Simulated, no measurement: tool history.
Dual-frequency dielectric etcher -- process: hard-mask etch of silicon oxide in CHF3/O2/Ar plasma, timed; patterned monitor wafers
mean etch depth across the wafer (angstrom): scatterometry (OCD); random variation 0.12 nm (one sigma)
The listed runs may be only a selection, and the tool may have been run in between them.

run,hour,source power (kW),bias power (kW),etch time (s),mean etch depth across the wafer (angstrom)
1,0,0.71,0.181,27.5,564.54
2,6.5,0.71,0.181,28.5,585.93
3,9.7,0.66,0.175,28.5,560.96
4,12.7,0.71,0.175,28.5,581.79
5,17,0.71,0.175,27.5,564.02
6,18.8,0.71,0.164,27.5,557.95
7,20.1,0.67,0.162,27.5,536.71

Forecast run 8:
# hour 27.6: bias power generator calibrated
8,27.6,0.64,0.16,27.5,?

Run 8 yielded mean etch depth across the wafer (angstrom) 524.58.
